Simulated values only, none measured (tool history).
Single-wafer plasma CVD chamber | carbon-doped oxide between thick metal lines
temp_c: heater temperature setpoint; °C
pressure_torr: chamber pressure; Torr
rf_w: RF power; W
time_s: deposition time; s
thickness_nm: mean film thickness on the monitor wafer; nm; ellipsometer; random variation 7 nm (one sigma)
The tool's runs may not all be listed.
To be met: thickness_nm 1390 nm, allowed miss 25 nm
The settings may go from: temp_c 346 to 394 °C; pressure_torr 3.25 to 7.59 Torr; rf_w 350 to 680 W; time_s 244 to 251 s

run 1 day=0 | temp_c=370 pressure_torr=5.42 rf_w=515 time_s=244 | thickness_nm=1286.9
run 2 day=0.067 | temp_c=368 pressure_torr=5.76 rf_w=525 time_s=244 | thickness_nm=1302.9
run 3 day=0.296 | temp_c=368 pressure_torr=5.78 rf_w=540 time_s=244 | thickness_nm=1326.6
run 4 day=0.575 | temp_c=368 pressure_torr=5.84 rf_w=550 time_s=244 | thickness_nm=1332.8
run 5 day=0.908 | temp_c=367 pressure_torr=5.88 rf_w=560 time_s=244 | thickness_nm=1364.3
run 6 day=1.258 | temp_c=378 pressure_torr=5.88 rf_w=560 time_s=244 | thickness_nm=1324.1
run 7 day=1.346 | temp_c=376 pressure_torr=5.98 rf_w=570 time_s=244 | thickness_nm=1333
run 8 day=1.571 | temp_c=376 pressure_torr=5.98 rf_w=570 time_s=244 | thickness_nm=1343.7

Which of these 5 next moves meets every target?
run A day=1.796 | temp_c=385 pressure_torr=5.59 rf_w=570 time_s=244 | thickness_nm=?
run B day=1.796 | temp_c=367 pressure_torr=5.5 rf_w=605 time_s=244 | thickness_nm=?
run C day=1.796 | temp_c=379 pressure_torr=5.63 rf_w=550 time_s=245 | thickness_nm=?
run D day=1.796 | temp_c=375 pressure_torr=5.49 rf_w=525 time_s=244 | thickness_nm=?
run E day=1.796 | temp_c=389 pressure_torr=6.93 rf_w=540 time_s=246 | thickness_nm=?

move=A thickness_nm=1308.4
move=B thickness_nm=1402.7
move=C thickness_nm=1305.7
move=D thickness_nm=1276.4
move=E thickness_nm=1297.3
A: further off than the last run
B: meets every target
C: further off than the last run
D: further off than the last run
E: further off than the last run
Answer: B

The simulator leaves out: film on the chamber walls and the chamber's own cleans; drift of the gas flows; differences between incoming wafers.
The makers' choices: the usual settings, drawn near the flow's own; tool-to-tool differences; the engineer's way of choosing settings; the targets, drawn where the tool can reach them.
